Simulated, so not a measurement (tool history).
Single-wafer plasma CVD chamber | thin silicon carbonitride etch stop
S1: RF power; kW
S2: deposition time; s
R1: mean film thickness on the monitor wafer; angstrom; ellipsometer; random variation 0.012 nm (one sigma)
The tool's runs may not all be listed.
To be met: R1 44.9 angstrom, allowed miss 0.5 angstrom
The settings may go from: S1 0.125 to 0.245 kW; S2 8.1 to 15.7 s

run  hour     S1    S2      R1
  1     0  0.185  11.9  65.643
  2   4.6  0.185  13.4  73.831
  3   6.4  0.165  13.4  70.593
  4  11.2  0.185  13.4  74.134
  5  13.8  0.175  12.8  68.976
  6  14.9    0.2  12.8  73.217
  7  18.1   0.19  12.3  68.889
  8  26.6   0.18  11.8  64.546
  9  32.8  0.175  11.4  61.563
 10  37.9   0.17  11.1  59.572
 11  41.8  0.165  10.8  56.865
 12  43.1   0.16  10.6  54.925
 13  49.5  0.155  10.4  53.596
 14  50.1   0.15  10.2  51.121
 15  58.2  0.145  10.1  50.161
 16    64   0.14    10  48.998
 17  66.2   0.14   9.9   48.25
 18  67.8   0.14   9.9  48.389
 19  71.3   0.13   9.7  45.703

Which of these 4 next moves meets every target?
  A  74.8  0.125  9.7   ?
  B  74.8  0.125  9.5   ?
  C  74.8   0.13   10   ?
  D  74.8  0.145  8.8   ?

move      R1
   A  44.824
   B    43.9
   C  47.131
   D  43.708
A: meets every target
B: takes the result that was furthest off past its target
C: further off than the last run
D: takes the result that was furthest off past its target
Move A is the one to make.
